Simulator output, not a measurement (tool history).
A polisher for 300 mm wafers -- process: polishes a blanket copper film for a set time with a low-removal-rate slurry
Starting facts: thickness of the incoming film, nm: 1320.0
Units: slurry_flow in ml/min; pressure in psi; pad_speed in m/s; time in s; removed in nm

| run | day | slurry_flow | pressure | pad_speed | slurry_solids | time | removed |
|---|---|---|---|---|---|---|---|
| 1 | 0.000 | 265 | 2.5 | 0.98 | 1.0 | 40 | 120.720 |
| 2 | 0.312 | 265 | 2.5 | 0.84 | 1.0 | 40 | 107.170 |
| 3 | 0.571 | 265 | 3.1 | 0.84 | 1.0 | 40 | 131.380 |
| 4 | 0.638 | 330 | 3.1 | 0.84 | 1.0 | 40 | 136.310 |
| 5 | 0.692 | 330 | 3.6 | 0.84 | 1.0 | 40 | 156.120 |
| 6 | 0.979 | 330 | 3.6 | 0.84 | 1.0 | 42 | 166.020 |
| 7 | 1.325 | 330 | 3.3 | 0.84 | 1.0 | 42 | 150.440 |
| 8 | 1.450 | 330 | 3.0 | 0.84 | 1.0 | 42 | 138.780 |
| 9 | 1.812 | 325 | 2.7 | 0.84 | 1.0 | 42 | 123.820 |
| 10 | 1.946 | 325 | 2.5 | 0.84 | 1.0 | 42 | 114.580 |
| 11 | 2.183 | 325 | 2.3 | 0.84 | 1.0 | 42 | 106.670 |
| 12 | 2.225 | 325 | 2.2 | 0.84 | 1.0 | 42 | 101.910 |
| 13 | 2.350 | 325 | 2.1 | 0.84 | 1.0 | 42 | 97.331 |

What does the tool deliver on the next run?
| 14 | 2.467 | 325 | 2.0 | 0.84 | 1.0 | 42 | ? |

Run 14 measured removed 93.364 nm.
